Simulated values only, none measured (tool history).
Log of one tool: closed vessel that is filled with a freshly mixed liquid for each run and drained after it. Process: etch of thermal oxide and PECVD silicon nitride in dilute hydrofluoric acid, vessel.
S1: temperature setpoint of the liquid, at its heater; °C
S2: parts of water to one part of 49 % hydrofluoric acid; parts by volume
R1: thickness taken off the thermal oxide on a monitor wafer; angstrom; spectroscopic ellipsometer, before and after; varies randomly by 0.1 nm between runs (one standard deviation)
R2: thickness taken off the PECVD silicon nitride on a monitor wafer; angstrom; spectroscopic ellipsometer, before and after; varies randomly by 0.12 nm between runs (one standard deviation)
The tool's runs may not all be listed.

Run 1, hour 0: S1 20 °C, S2 115 parts by volume, time in the liquid (s) 150. Result: R1 53.943 angstrom, R2 57.999 angstrom.
Run 2, hour 5.8: S1 20 °C, S2 115 parts by volume, time in the liquid (s) 195. Result: R1 71.64 angstrom, R2 75.341 angstrom.
Run 3, hour 13: S1 21.5 °C, S2 115 parts by volume, time in the liquid (s) 195. Result: R1 74.581 angstrom, R2 81.797 angstrom.
Run 4, hour 19.6: S1 21.5 °C, S2 80 parts by volume, time in the liquid (s) 195. Result: R1 112.43 angstrom, R2 118.84 angstrom.
Run 5, hour 22.8: S1 22 °C, S2 80 parts by volume, time in the liquid (s) 195. Result: R1 116.08 angstrom, R2 122.7 angstrom.
Run 6, hour 23.8: S1 22.5 °C, S2 80 parts by volume, time in the liquid (s) 195. Result: R1 117.31 angstrom, R2 125.49 angstrom.

What will run 7 give?
Run 7, hour 26.9: S1 23 °C, S2 80 parts by volume, time in the liquid (s) 195. Result: R1 ?, R2 ?.

Run 7 gave R1 120.03 angstrom, R2 128.41 angstrom.

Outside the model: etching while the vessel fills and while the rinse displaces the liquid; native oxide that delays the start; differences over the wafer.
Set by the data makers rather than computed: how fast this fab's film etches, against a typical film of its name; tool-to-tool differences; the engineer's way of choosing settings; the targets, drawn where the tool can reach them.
